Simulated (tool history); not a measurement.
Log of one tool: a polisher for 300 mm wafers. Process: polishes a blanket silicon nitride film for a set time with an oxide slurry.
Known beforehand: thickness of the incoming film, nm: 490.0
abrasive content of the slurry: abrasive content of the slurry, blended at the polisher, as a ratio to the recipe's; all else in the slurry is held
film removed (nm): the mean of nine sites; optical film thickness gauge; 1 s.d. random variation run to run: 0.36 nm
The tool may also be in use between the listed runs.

run,hour,flow of slurry (ml/min),pressure of the wafer on the pad (psi),speed of the pad under the wafer (cm/s),abrasive content of the slurry,polishing time (s),film removed (nm)
1,0.0,140,3.2,92,1.00,60,27.380
2,3.0,140,4.0,92,1.00,60,34.103
3,6.5,145,4.1,92,1.00,60,34.636
4,12.2,145,4.1,92,0.85,60,32.073
5,15.1,145,4.1,80,0.85,60,28.415
6,17.9,145,4.1,72,0.85,60,26.478
7,22.9,150,4.2,76,0.85,60,28.329
8,28.3,150,4.3,80,0.85,60,30.273
9,34.0,150,4.4,84,0.85,60,32.015
10,34.7,150,4.5,88,0.85,60,34.123
11,37.6,150,4.6,92,0.85,60,36.107
12,41.9,150,4.7,94,0.85,60,37.643
13,48.7,150,4.7,96,0.85,60,38.000

Run 14 comes next. What will it give?
14,53.4,185,5.0,110,0.85,60,?

{"run 14": {"film removed (nm)": 46.165}}

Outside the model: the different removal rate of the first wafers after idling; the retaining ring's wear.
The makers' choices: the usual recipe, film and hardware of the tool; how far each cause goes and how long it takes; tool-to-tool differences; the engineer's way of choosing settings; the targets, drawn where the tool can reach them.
